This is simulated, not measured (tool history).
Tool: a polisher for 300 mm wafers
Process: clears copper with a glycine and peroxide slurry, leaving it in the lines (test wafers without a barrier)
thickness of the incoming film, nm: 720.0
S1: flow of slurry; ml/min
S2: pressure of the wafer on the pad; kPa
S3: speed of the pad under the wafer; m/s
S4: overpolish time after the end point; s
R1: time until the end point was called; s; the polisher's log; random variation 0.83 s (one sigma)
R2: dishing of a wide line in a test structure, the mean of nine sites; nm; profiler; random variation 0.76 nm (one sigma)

{"run": 1, "hour": 0.0, "S1": 145, "S2": 21.4, "S3": 1.04, "S4": 16, "R1": 115.42, "R2": 64.847}
{"run": 2, "hour": 1.4, "S1": 150, "S2": 22.1, "S3": 1.04, "S4": 15, "R1": 110.0, "R2": 65.488}
{"run": 3, "hour": 5.8, "S1": 175, "S2": 22.1, "S3": 1.04, "S4": 15, "R1": 111.49, "R2": 65.875}
{"run": 4, "hour": 8.1, "S1": 175, "S2": 22.8, "S3": 1.04, "S4": 14, "R1": 105.53, "R2": 62.776}
{"run": 5, "hour": 15.0, "S1": 190, "S2": 22.8, "S3": 1.04, "S4": 14, "R1": 104.45, "R2": 63.975}
{"run": 6, "hour": 22.6, "S1": 190, "S2": 23.4, "S3": 1.04, "S4": 13, "R1": 101.71, "R2": 60.656}

Run 7 comes next. What will it give?
{"run": 7, "hour": 29.8, "S1": 210, "S2": 26.2, "S3": 1.04, "S4": 9, "R1": "?", "R2": "?"}

R1: 92.882 s
R2: 48.361 nm
